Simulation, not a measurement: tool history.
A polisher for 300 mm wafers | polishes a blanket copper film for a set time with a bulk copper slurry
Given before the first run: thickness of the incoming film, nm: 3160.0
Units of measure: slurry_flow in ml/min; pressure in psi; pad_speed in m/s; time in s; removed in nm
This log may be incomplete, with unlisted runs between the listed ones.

{"run": 1, "day": 0.0, "slurry_flow": 170, "pressure": 3.4, "pad_speed": 0.96, "slurry_solids": 1.0, "time": 42, "removed": 380.7}
{"run": 2, "day": 0.033, "slurry_flow": 170, "pressure": 3.4, "pad_speed": 0.96, "slurry_solids": 1.15, "time": 42, "removed": 397.67}
{"run": 3, "day": 0.112, "slurry_flow": 165, "pressure": 3.2, "pad_speed": 0.96, "slurry_solids": 1.15, "time": 42, "removed": 375.8}
{"run": 4, "day": 0.354, "slurry_flow": 195, "pressure": 3.2, "pad_speed": 0.96, "slurry_solids": 1.15, "time": 42, "removed": 390.73}
{"run": 5, "day": 0.5, "slurry_flow": 215, "pressure": 3.2, "pad_speed": 0.96, "slurry_solids": 1.15, "time": 42, "removed": 388.22}
{"run": 6, "day": 0.812, "slurry_flow": 210, "pressure": 3.0, "pad_speed": 0.96, "slurry_solids": 1.15, "time": 42, "removed": 376.38}
{"run": 7, "day": 1.088, "slurry_flow": 195, "pressure": 2.9, "pad_speed": 0.96, "slurry_solids": 1.15, "time": 42, "removed": 365.5}

Run 8 has not been measured yet. What should we expect?
{"run": 8, "day": 1.254, "slurry_flow": 190, "pressure": 2.8, "pad_speed": 0.96, "slurry_solids": 1.15, "time": 42, "removed": "?"}

removed: 357.98 nm

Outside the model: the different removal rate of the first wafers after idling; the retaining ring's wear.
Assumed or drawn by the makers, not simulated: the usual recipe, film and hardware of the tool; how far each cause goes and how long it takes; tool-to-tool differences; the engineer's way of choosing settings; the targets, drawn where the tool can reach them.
